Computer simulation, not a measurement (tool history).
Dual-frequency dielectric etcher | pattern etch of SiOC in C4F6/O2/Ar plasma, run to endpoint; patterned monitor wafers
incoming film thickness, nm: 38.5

Run 1, hour 0.0: bias power (W) 553, source power (W) 440. Result: endpoint time (s) 12.229.
Run 2, hour 4.0: bias power (W) 553, source power (W) 390. Result: endpoint time (s) 13.068.
Run 3, hour 10.3: bias power (W) 553, source power (W) 360. Result: endpoint time (s) 13.345.
Run 4, hour 10.9: bias power (W) 607, source power (W) 390. Result: endpoint time (s) 12.684.
Run 5, hour 16.1: bias power (W) 638, source power (W) 420. Result: endpoint time (s) 11.950.
Run 6, hour 17.3: bias power (W) 638, source power (W) 390. Result: endpoint time (s) 12.335.
Run 7, hour 24.0: bias power (W) 670, source power (W) 410. Result: endpoint time (s) 11.986.
Run 8, hour 28.6: bias power (W) 692, source power (W) 430. Result: endpoint time (s) 11.470.

Forecast run 9:
Run 9, hour 30.1: bias power (W) 708, source power (W) 440. Result: endpoint time (s) ?.

{"run 9": {"endpoint time (s)": 11.198}}

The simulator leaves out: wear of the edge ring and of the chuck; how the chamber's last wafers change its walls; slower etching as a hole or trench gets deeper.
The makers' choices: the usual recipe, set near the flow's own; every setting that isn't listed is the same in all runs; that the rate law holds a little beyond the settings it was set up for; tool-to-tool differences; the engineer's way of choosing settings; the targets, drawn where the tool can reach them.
